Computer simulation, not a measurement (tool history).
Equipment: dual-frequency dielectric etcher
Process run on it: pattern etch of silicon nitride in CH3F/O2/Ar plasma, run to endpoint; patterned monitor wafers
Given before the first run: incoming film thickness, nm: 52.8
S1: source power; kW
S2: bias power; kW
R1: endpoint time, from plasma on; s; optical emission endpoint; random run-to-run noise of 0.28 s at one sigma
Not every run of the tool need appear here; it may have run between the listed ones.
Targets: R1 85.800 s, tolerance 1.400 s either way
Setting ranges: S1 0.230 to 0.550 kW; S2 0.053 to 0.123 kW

{"run": 1, "hour": 0.0, "S1": 0.39, "S2": 0.088, "R1": 73.254}
{"run": 2, "hour": 2.1, "S1": 0.36, "S2": 0.088, "R1": 76.322}
{"run": 3, "hour": 9.3, "S1": 0.34, "S2": 0.088, "R1": 77.963}
{"run": 4, "hour": 16.7, "S1": 0.34, "S2": 0.083, "R1": 79.427}
{"run": 5, "hour": 25.2, "S1": 0.34, "S2": 0.073, "R1": 81.897}
{"run": 6, "hour": 29.7, "S1": 0.34, "S2": 0.084, "R1": 79.332}
{"hour": 35.6, "done": "bias power generator calibrated"}
{"run": 7, "hour": 35.6, "S1": 0.26, "S2": 0.081, "R1": 91.306}
{"run": 8, "hour": 41.0, "S1": 0.31, "S2": 0.082, "R1": 83.336}

Consider the 4 candidate settings below. Which is the only one whose results all fall within their allowed miss of target?
{"run": "A", "hour": 46.4, "S1": 0.36, "S2": 0.057, "R1": "?"}
{"run": "B", "hour": 46.4, "S1": 0.29, "S2": 0.097, "R1": "?"}
{"run": "C", "hour": 46.4, "S1": 0.32, "S2": 0.084, "R1": "?"}
{"run": "D", "hour": 46.4, "S1": 0.34, "S2": 0.083, "R1": "?"}

move=A R1=85.005
move=B R1=81.668
move=C R1=81.288
move=D R1=79.318
A: meets every target
B: the biggest miss grows against the last run
C: the biggest miss grows against the last run
D: the biggest miss grows against the last run
A meets every target.
